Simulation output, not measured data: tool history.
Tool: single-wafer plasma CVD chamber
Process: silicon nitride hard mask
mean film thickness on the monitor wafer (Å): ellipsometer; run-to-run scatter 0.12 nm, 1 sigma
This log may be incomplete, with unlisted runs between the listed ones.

| run | hour | heater temperature setpoint (deg C) | chamber pressure (mTorr) | RF power (kW) | deposition time (s) | mean film thickness on the monitor wafer (Å) |
|---|---|---|---|---|---|---|
| 1 | 0.0 | 420 | 1290 | 0.390 | 30.1 | 348.74 |
| 2 | 2.5 | 420 | 1290 | 0.390 | 28.7 | 331.42 |
| 3 | 3.1 | 420 | 1260 | 0.385 | 28.7 | 329.71 |
| 4 | 8.2 | 420 | 1260 | 0.385 | 30.1 | 342.83 |
| 5 | 16.2 | 420 | 1260 | 0.385 | 30.1 | 343.32 |
| 6 | 17.0 | 420 | 1230 | 0.380 | 30.0 | 337.23 |
| 7 | 23.3 | 420 | 1200 | 0.375 | 30.0 | 333.11 |
| 8 | 29.5 | 420 | 1170 | 0.370 | 30.0 | 328.50 |
| 9 | 38.3 | 420 | 1150 | 0.365 | 30.0 | 320.92 |

For run 10, what comes out?
| 10 | 39.2 | 420 | 1130 | 0.365 | 30.0 | ? |

For run 10 the tool returned mean film thickness on the monitor wafer (Å) 323.76.

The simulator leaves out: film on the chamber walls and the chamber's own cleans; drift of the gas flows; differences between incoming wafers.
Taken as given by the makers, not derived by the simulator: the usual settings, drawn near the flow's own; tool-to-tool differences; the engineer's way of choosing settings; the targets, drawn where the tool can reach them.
